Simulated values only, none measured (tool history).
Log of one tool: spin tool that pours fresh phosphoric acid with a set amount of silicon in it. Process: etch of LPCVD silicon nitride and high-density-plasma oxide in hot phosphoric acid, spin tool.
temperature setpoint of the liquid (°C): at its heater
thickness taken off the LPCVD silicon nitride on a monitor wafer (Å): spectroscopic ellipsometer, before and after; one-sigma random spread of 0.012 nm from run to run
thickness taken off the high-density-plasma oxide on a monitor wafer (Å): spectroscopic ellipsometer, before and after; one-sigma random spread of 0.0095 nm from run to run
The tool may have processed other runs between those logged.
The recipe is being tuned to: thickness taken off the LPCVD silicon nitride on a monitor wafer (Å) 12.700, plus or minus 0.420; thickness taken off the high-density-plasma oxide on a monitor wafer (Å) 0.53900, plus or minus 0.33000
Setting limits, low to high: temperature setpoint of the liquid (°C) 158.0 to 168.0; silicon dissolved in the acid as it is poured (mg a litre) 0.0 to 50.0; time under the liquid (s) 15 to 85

run  hour  temperature setpoint of the liquid (°C)  silicon dissolved in the acid as it is poured (mg a litre)  time under the liquid (s)  thickness taken off the LPCVD silicon nitride on a monitor wafer (Å)  thickness taken off the high-density-plasma oxide on a monitor wafer (Å)
  1   0.0                                    163.0                                                        27.0                         45                                                                41.125                                                                   1.49260
  2   4.8                                    161.0                                                        27.0                         45                                                                37.534                                                                   1.15360
  3   9.6                                    160.5                                                        26.0                         40                                                                32.880                                                                   1.03110
  4  11.6                                    158.5                                                        26.0                         40                                                                30.408                                                                   0.58251
  5  15.4                                    158.5                                                        24.0                         35                                                                27.154                                                                   0.84885
  6  22.6                                    160.0                                                        24.0                         35                                                                29.147                                                                   1.12120
  7  28.8                                    159.5                                                        27.5                         30                                                                23.817                                                                   0.61651
     34.0  -- dissolved silicon flow meter replaced
  8  34.0                                    159.5                                                        30.0                         30                                                                24.272                                                                   0.77169
  9  35.0                                    159.5                                                        33.0                         30                                                                24.237                                                                   0.72471

Which one of the following 5 next-run settings gets every result inside its allowed miss? There is exactly one.
  A  36.0                                    158.0                                                        38.5                         40                                                                     ?                                                                         ?
  B  36.0                                    158.5                                                        42.0                         80                                                                     ?                                                                         ?
  C  36.0                                    161.0                                                        16.5                         15                                                                     ?                                                                         ?
  D  36.0                                    158.0                                                        40.5                         85                                                                     ?                                                                         ?
  E  36.0                                    158.0                                                        32.0                         25                                                                     ?                                                                         ?

move  thickness taken off the LPCVD silicon nitride on a monitor wafer (Å)  thickness taken off the high-density-plasma oxide on a monitor wafer (Å)
   A                                                                31.002                                                                   0.38579
   B                                                                63.062                                                                   0.63104
   C                                                                12.861                                                                   0.42181
   D                                                                65.879                                                                   0.72043
   E                                                                19.376                                                                   0.33610
A: lands further from the targets than the last run did
B: lands further from the targets than the last run did
C: in spec on every target
D: lands further from the targets than the last run did
E: nearer the targets than the last run, but a result is still out of spec
Move C is the one to make.
